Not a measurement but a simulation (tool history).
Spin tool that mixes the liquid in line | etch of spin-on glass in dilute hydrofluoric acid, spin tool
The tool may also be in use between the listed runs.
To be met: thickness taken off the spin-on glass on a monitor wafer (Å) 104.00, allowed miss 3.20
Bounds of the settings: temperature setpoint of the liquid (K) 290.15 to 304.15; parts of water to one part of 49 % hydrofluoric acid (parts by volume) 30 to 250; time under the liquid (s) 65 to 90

run	day	temperature setpoint of the liquid (K)	parts of water to one part of 49 % hydrofluoric acid (parts by volume)	time under the liquid (s)	thickness taken off the spin-on glass on a monitor wafer (Å)
1	0.000	296.15	140	90	180.72
2	0.262	296.15	140	65	131.19
3	0.462	296.15	95	65	203.21
4	0.667	295.15	105	65	176.20
5	1.029	294.15	110	65	160.61
6	1.154	292.65	110	65	149.22
7	1.442	292.15	115	65	139.22
8	1.812	292.15	115	65	140.74
9	1.988	291.65	120	65	130.72
10	2.096	291.15	125	65	122.52
11	2.125	291.15	130	65	115.29
12	2.288	290.65	135	65	110.66

Which of these 5 next moves meets every target?
A	2.450	293.15	135	65	?
B	2.450	292.15	135	65	?
C	2.450	290.15	125	65	?
D	2.450	290.15	130	70	?
E	2.450	290.15	140	65	?

move	thickness taken off the spin-on glass on a monitor wafer (Å)
A	124.13
B	119.22
C	119.81
D	123.45
E	105.40
A: further off than the last run
B: further off than the last run
C: further off than the last run
D: further off than the last run
E: meets every target
The right move is E.
